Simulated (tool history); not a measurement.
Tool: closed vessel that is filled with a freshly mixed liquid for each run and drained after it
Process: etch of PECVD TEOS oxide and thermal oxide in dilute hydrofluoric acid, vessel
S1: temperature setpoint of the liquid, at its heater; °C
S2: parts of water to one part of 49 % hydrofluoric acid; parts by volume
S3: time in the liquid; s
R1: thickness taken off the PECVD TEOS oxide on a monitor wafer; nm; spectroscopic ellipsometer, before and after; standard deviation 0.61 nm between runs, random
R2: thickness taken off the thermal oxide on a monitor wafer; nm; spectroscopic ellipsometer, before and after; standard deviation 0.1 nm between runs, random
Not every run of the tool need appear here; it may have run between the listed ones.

run	hour	S1	S2	S3	R1	R2
1	0.0	26.0	140	285	32.698	9.5648
2	2.5	26.0	140	380	43.585	12.7390
3	4.0	24.5	140	380	40.814	12.0430
4	9.3	24.5	140	460	49.897	14.5080
5	14.2	24.5	105	460	69.786	20.2500
6	19.0	24.5	105	515	77.252	22.4890
7	22.4	24.5	105	515	77.563	22.5180

Run 8 comes next. What will it give?
8	25.1	24.0	105	515	?	?

{"run 8": {"R1": 76.024, "R2": 22.09}}
